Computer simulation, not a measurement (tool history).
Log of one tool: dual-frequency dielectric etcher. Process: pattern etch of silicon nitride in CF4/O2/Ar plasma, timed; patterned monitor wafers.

| run | hour | source power (W) | bias power (W) | Ar flow (sccm) | CF4 flow (sccm) | etch time (s) | mean etch depth across the wafer (Å) |
|---|---|---|---|---|---|---|---|
| 1 | 0 | 520 | 41 | 106 | 120 | 300.5 | 5589.5 |
| 2 | 7.8 | 600 | 41 | 106 | 120 | 300.5 | 6126.8 |
| 3 | 13.2 | 530 | 40 | 107 | 119 | 300 | 5567.4 |
| 4 | 17.3 | 480 | 40 | 107 | 119 | 300 | 5224.8 |
| 5 | 22.1 | 480 | 40 | 107 | 138 | 300 | 5308.8 |
| 6 | 26 | 480 | 47 | 107 | 138 | 300 | 5685.4 |
| 7 | 31.5 | 380 | 46 | 108 | 137 | 299.5 | 4818.6 |

The next listed run, before its measurement:
| 8 | 38.6 | 370 | 46 | 108 | 137 | 299.5 | ? |

Run 8 gave mean etch depth across the wafer (Å) 4782.

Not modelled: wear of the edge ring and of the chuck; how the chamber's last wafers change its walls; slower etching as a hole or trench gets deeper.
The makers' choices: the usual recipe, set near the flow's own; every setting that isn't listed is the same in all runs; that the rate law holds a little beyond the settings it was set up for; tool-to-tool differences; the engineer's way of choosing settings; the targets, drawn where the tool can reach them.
